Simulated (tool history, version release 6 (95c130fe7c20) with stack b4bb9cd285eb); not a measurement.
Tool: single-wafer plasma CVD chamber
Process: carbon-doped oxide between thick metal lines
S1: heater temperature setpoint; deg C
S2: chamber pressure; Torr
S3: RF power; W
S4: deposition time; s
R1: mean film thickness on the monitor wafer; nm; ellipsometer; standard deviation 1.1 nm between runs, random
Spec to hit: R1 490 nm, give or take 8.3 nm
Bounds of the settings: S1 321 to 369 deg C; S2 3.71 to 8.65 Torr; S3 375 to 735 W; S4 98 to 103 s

| run | day | S1 | S2 | S3 | S4 | R1 |
|---|---|---|---|---|---|---|
| 1 | 0 | 345 | 6.18 | 555 | 103 | 588.73 |
| 2 | 0.212 | 345 | 6.18 | 615 | 103 | 630.91 |
| 3 | 0.504 | 346 | 6.04 | 595 | 103 | 610.81 |
| 4 | 0.683 | 347 | 5.86 | 580 | 103 | 600.07 |
| 5 | 1.042 | 347 | 5.86 | 645 | 103 | 643.97 |
| 6 | 1.129 | 347 | 5.86 | 600 | 103 | 613.94 |
| 7 | 1.45 | 348 | 5.78 | 580 | 103 | 597.71 |
| 8 | 1.592 | 348 | 5.78 | 580 | 103 | 595.19 |
| 9 | 1.962 | 349 | 5.64 | 570 | 103 | 586.73 |

Next run, 4 choices. One meets every target within its allowed miss, the rest don't. Which?
| A | 2.333 | 360 | 5.33 | 470 | 98 | ? |
| B | 2.333 | 351 | 5.49 | 455 | 98 | ? |
| C | 2.333 | 341 | 3.72 | 465 | 99 | ? |
| D | 2.333 | 355 | 5.99 | 475 | 99 | ? |

| move | R1 |
|---|---|
| A | 471.87 |
| B | 470.02 |
| C | 469.54 |
| D | 492.14 |
A: carries the result that was furthest off beyond its target, to the other side
B: carries the result that was furthest off beyond its target, to the other side
C: carries the result that was furthest off beyond its target, to the other side
D: all results in spec
Move D is the one to make.
